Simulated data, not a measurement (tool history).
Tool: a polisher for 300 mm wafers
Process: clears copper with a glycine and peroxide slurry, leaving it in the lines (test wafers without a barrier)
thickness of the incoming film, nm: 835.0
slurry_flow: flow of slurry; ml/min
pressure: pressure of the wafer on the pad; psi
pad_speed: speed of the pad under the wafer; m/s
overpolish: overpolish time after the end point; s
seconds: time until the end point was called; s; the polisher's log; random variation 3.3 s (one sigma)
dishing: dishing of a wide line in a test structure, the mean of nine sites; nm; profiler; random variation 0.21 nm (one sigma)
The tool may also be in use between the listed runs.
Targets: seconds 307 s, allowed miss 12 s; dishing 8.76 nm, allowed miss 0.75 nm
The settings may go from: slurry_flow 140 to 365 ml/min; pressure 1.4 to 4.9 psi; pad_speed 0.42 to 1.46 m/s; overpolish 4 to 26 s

run  hour  slurry_flow  pressure  pad_speed  overpolish  seconds  dishing
  1     0          235       3.1       0.94          13   176.65   43.195
  2   6.4          235       2.7       0.94          13   192.73   40.585
  3  13.8          235         3       0.94          13      181   42.369
  4  16.6          235         3       0.94          18   178.67   56.216
  5  18.9          225       2.9       0.88          16   194.56    47.61
  6  27.2          225       2.9       0.88          21   195.43   57.785
  7  32.2          215       2.8       0.84          19   209.75   52.342
  8  40.6          235       2.6        0.8          17    228.3   44.415
  9  41.4          170       1.7        0.8          11      331   21.539
 10    44          140       1.4          1           5   335.17   9.9463
 11  51.7          140       1.4       1.02           5   329.13   9.9159
 12    58          140       1.4       1.04           5   328.71   10.501
 13    66          205         2       0.82           4   271.84   9.9021
 14  75.1          205       1.9       0.82           4   289.76   9.1455

5 next moves are on the table. One of them brings every result within its allowed miss. Which?
  A  84.2          180       1.9       0.92           4        ?        ?
  B  84.2          220       1.6       0.78           5        ?        ?
  C  84.2          230       1.4        1.2           4        ?        ?
  D  84.2          210       1.7       0.84           5        ?        ?
  E  84.2          260       1.6       0.88           4        ?        ?

move  seconds  dishing
   A   273.56   9.8119
   B   337.57   9.9323
   C   271.82   9.8185
   D   309.46   10.796
   E   304.33   8.8426
A: further off than the last run
B: takes the result that was furthest off past its target
C: further off than the last run
D: brings the result that was furthest off to its target, and leaves another outside
E: meets every target
The right move is E.

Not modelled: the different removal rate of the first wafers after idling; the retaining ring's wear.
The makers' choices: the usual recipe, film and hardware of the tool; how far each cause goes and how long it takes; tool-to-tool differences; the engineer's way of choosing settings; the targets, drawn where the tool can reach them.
